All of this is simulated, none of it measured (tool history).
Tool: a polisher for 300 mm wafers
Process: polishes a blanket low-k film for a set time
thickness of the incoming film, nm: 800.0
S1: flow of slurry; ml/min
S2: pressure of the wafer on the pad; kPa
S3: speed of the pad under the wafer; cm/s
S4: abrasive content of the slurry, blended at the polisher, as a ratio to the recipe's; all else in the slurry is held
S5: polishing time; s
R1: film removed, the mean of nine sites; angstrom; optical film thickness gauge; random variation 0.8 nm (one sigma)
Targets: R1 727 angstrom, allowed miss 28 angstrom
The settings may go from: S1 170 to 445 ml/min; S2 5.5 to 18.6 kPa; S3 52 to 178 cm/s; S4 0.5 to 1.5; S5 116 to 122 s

run,day,S1,S2,S3,S4,S5,R1
1,0,285,11.7,114,1,116,519.46
2,0.267,220,11.7,114,1,116,497.1
3,0.392,220,11.7,114,1.2,116,536.17
4,0.575,230,12.4,114,1.2,116,566.17
5,0.8,230,13.8,114,1.2,116,609.73
6,1.1,240,14.5,114,1.2,116,647.47
7,1.425,245,15.2,114,1.2,116,684.13
8,1.508,250,15.2,114,1.2,116,697.01
9,1.7,255,15.2,114,1.2,116,676.14

4 next moves are on the table. One of them brings every result within its allowed miss. Which?
A,1.892,350,13.8,118,1.2,118,?
B,1.892,245,13.1,114,1.15,118,?
C,1.892,245,15.9,112,1.15,121,?
D,1.892,260,13.8,128,1.1,116,?

move,R1
A,659.83
B,596.48
C,720.83
D,645.26
A: further off than the last run
B: further off than the last run
C: meets every target
D: further off than the last run
Move C is the one to make.
